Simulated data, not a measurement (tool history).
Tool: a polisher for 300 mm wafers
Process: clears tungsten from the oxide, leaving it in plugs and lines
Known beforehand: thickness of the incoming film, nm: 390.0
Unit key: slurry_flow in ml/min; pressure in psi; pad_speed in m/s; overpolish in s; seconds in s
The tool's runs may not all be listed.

run 1 hour=0.0 | slurry_flow=165 pressure=3.2 pad_speed=1.42 slurry_solids=1.00 overpolish=11 | seconds=64.888
run 2 hour=7.5 | slurry_flow=165 pressure=3.2 pad_speed=1.66 slurry_solids=1.00 overpolish=11 | seconds=56.833
run 3 hour=16.3 | slurry_flow=160 pressure=2.7 pad_speed=1.44 slurry_solids=0.95 overpolish=11 | seconds=76.696
run 4 hour=17.3 | slurry_flow=160 pressure=2.7 pad_speed=1.44 slurry_solids=0.95 overpolish=11 | seconds=74.037
run 5 hour=22.5 | slurry_flow=160 pressure=2.7 pad_speed=1.28 slurry_solids=0.95 overpolish=11 | seconds=86.373
run 6 hour=27.6 | slurry_flow=160 pressure=2.7 pad_speed=1.60 slurry_solids=0.95 overpolish=11 | seconds=67.247
run 7 hour=33.0 | slurry_flow=155 pressure=2.3 pad_speed=1.40 slurry_solids=0.95 overpolish=11 | seconds=88.922
run 8 hour=35.8 | slurry_flow=150 pressure=2.0 pad_speed=1.28 slurry_solids=0.95 overpolish=11 | seconds=107.860
run 9 hour=43.0 | slurry_flow=150 pressure=1.8 pad_speed=1.20 slurry_solids=0.95 overpolish=11 | seconds=123.280
run 10 hour=51.0 | slurry_flow=150 pressure=1.7 pad_speed=1.16 slurry_solids=0.95 overpolish=11 | seconds=136.150

For run 11, what comes out?
run 11 hour=56.9 | slurry_flow=150 pressure=1.6 pad_speed=1.14 slurry_solids=0.95 overpolish=11 | seconds=?

{"run 11": {"seconds": 135.53}}
